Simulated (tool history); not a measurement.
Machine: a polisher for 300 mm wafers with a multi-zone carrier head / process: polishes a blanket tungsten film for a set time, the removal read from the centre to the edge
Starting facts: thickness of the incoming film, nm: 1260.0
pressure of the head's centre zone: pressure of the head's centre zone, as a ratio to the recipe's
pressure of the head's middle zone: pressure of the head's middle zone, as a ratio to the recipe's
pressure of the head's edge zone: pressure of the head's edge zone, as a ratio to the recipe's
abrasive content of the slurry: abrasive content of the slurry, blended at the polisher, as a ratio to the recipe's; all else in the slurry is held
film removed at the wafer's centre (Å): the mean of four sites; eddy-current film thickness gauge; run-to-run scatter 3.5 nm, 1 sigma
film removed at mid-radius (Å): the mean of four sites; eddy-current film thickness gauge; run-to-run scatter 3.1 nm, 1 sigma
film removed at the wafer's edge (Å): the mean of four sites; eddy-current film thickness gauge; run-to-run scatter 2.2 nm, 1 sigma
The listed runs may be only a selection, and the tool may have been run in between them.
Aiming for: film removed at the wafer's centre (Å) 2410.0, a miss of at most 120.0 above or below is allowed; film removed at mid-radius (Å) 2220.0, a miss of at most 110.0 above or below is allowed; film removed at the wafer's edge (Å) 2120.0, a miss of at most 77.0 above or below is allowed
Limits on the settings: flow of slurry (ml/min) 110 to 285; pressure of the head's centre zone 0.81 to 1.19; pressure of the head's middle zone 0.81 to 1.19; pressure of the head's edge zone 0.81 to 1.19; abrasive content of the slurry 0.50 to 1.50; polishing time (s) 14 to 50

run  hour  flow of slurry (ml/min)  pressure of the head's centre zone  pressure of the head's middle zone  pressure of the head's edge zone  abrasive content of the slurry  polishing time (s)  film removed at the wafer's centre (Å)  film removed at mid-radius (Å)  film removed at the wafer's edge (Å)
  1   0.0                      180                                1.00                                1.00                              1.00                            1.00                  32                                  1584.3                          1617.5                                1628.5
  2   3.6                      180                                1.00                                1.00                              1.08                            1.00                  32                                  1623.8                          1668.7                                1709.8
  3   4.4                      180                                0.96                                1.00                              1.08                            1.00                  32                                  1565.0                          1639.5                                1685.4
  4   8.6                      195                                1.00                                1.01                              1.08                            1.05                  32                                  1633.9                          1690.9                                1744.3
  5  10.2                      195                                1.00                                1.04                              1.08                            1.05                  32                                  1652.4                          1689.9                                1741.6
  6  18.1                      190                                1.03                                1.06                              1.05                            1.10                  33                                  1754.2                          1801.0                                1765.0
     26.3  -- worn pad replaced by a new one
  7  26.3                      195                                1.06                                1.07                              1.06                            1.15                  33                                  2017.7                          2037.7                                2007.8
  8  35.3                      200                                1.08                                1.07                              1.04                            1.15                  33                                  2091.5                          2076.8                                2028.1
  9  40.2                      210                                1.09                                1.06                              1.02                            1.15                  33                                  2111.1                          2097.2                                1959.4
 10  41.1                      210                                1.10                                1.05                              1.03                            1.15                  33                                  2145.2                          1975.4                                2005.2
 11  46.4                      215                                1.11                                1.06                              1.03                            1.15                  33                                  2148.9                          2085.4                                1980.1
 12  49.1                      215                                1.12                                1.06                              1.04                            1.15                  33                                  2141.9                          2064.6                                2003.4
 13  57.7                      215                                1.13                                1.06                              1.04                            1.15                  33                                  2202.0                          2115.2                                1985.4
 14  64.4                      215                                1.14                                1.06                              1.04                            1.15                  33                                  2236.1                          2069.6                                1984.2
 15  69.3                      220                                1.14                                1.06                              1.05                            1.15                  33                                  2252.6                          2057.3                                2054.5
 16  71.1                      225                                1.15                                1.07                              1.05                            1.15                  33                                  2244.3                          2088.2                                2003.5
 17  74.7                      225                                1.16                                1.08                              1.05                            1.20                  33                                  2234.4                          2143.4                                2040.8
 18  79.2                      225                                1.17                                1.08                              1.05                            1.20                  33                                  2342.9                          2117.8                                2058.2
 19  84.6                      225                                1.17                                1.09                              1.05                            1.20                  33                                  2338.3                          2182.9                                2048.2
 20  88.0                      225                                1.17                                1.09                              1.05                            1.20                  33                                  2317.6                          2079.0                                2027.7

Pick the move, out of 4, that brings all results within their allowed miss; only one does.
  A  91.4                      215                                1.18                                1.17                              0.97                            1.05                  33                                       ?                               ?                                     ?
  B  91.4                      180                                1.14                                1.14                              1.15                            1.25                  32                                       ?                               ?                                     ?
  C  91.4                      215                                1.19                                1.14                              1.13                            1.20                  31                                       ?                               ?                                     ?
  D  91.4                      205                                1.19                                1.09                              1.05                            1.15                  35                                       ?                               ?                                     ?

move  film removed at the wafer's centre (Å)  film removed at mid-radius (Å)  film removed at the wafer's edge (Å)
   A                                  2287.8                          2176.6                                1918.5
   B                                  2172.5                          2101.3                                2067.6
   C                                  2223.9                          2055.1                                1995.0
   D                                  2476.1                          2211.3                                2146.5
A: brings the result that was furthest off to its target, and leaves another outside
B: further off than the last run
C: further off than the last run
D: every result lands within tolerance
Answer: D

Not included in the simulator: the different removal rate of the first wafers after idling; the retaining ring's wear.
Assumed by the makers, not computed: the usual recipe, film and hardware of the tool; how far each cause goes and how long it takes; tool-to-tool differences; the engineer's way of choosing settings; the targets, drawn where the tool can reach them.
